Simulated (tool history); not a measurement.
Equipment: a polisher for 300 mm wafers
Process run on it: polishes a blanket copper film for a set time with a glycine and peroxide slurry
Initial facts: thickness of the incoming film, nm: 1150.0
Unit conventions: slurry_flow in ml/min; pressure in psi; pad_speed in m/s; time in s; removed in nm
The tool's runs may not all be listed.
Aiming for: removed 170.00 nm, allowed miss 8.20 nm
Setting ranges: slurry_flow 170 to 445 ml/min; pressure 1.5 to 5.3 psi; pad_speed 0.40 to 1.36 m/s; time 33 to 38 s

run 1 day=0.000 | slurry_flow=285 pressure=3.4 pad_speed=0.88 time=38 | removed=203.98
run 2 day=0.308 | slurry_flow=285 pressure=3.3 pad_speed=0.88 time=38 | removed=202.64
run 3 day=0.538 | slurry_flow=285 pressure=3.3 pad_speed=0.96 time=38 | removed=215.89
run 4 day=0.683 | slurry_flow=285 pressure=3.2 pad_speed=0.96 time=38 | removed=214.28
run 5 day=0.779 | slurry_flow=285 pressure=3.1 pad_speed=0.96 time=38 | removed=205.81
run 6 day=0.962 | slurry_flow=285 pressure=3.0 pad_speed=0.96 time=38 | removed=201.00
run 7 day=1.112 | slurry_flow=285 pressure=2.9 pad_speed=0.96 time=38 | removed=197.33
run 8 day=1.254 | slurry_flow=285 pressure=2.9 pad_speed=0.96 time=38 | removed=194.43
run 9 day=1.525 | slurry_flow=285 pressure=2.8 pad_speed=0.96 time=38 | removed=191.73
run 10 day=1.850 | slurry_flow=285 pressure=2.7 pad_speed=0.96 time=38 | removed=182.00
run 11 day=2.212 | slurry_flow=285 pressure=2.6 pad_speed=0.96 time=38 | removed=179.15

Exercise: of the 5 proposed moves below, exactly one satisfies all targets within the stated allowed misses. Which move is it?
run A day=2.575 | slurry_flow=265 pressure=2.5 pad_speed=1.10 time=38 | removed=?
run B day=2.575 | slurry_flow=350 pressure=2.7 pad_speed=1.00 time=38 | removed=?
run C day=2.575 | slurry_flow=325 pressure=2.7 pad_speed=1.02 time=33 | removed=?
run D day=2.575 | slurry_flow=270 pressure=3.2 pad_speed=1.06 time=33 | removed=?
run E day=2.575 | slurry_flow=230 pressure=2.8 pad_speed=0.94 time=38 | removed=?

move=A removed=194.67
move=B removed=196.82
move=C removed=172.63
move=D removed=201.43
move=E removed=184.32
A: lands further from the targets than the last run did
B: lands further from the targets than the last run did
C: meets every target
D: lands further from the targets than the last run did
E: lands further from the targets than the last run did
C meets every target.
